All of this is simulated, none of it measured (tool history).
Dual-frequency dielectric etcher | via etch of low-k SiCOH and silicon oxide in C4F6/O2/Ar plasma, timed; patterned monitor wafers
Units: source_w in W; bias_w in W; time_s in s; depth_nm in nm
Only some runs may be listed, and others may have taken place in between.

run 1 hour=0 | source_w=450 bias_w=164 time_s=86.5 | depth_nm=232.87
run 2 hour=2 | source_w=420 bias_w=156 time_s=86.5 | depth_nm=221.36
run 3 hour=7.8 | source_w=380 bias_w=156 time_s=86.5 | depth_nm=213.82
run 4 hour=15.3 | source_w=380 bias_w=183 time_s=86.5 | depth_nm=225.67
run 5 hour=20.6 | source_w=380 bias_w=168 time_s=86.5 | depth_nm=219.92
run 6 hour=23.8 | source_w=380 bias_w=188 time_s=86.5 | depth_nm=228.74
run 7 hour=27.9 | source_w=360 bias_w=178 time_s=86.5 | depth_nm=221.79
run 8 hour=32.6 | source_w=350 bias_w=168 time_s=86.5 | depth_nm=214.81
run 9 hour=39.2 | source_w=340 bias_w=159 time_s=86.5 | depth_nm=206.78
run 10 hour=45.7 | source_w=340 bias_w=159 time_s=86.5 | depth_nm=208.19
run 11 hour=52.9 | source_w=330 bias_w=153 time_s=86.5 | depth_nm=201.98
run 12 hour=59 | source_w=320 bias_w=149 time_s=86.5 | depth_nm=199.58

Run 13 has not been measured yet. What should we expect?
run 13 hour=67 | source_w=310 bias_w=145 time_s=86.5 | depth_nm=?

depth_nm: 194.78 nm
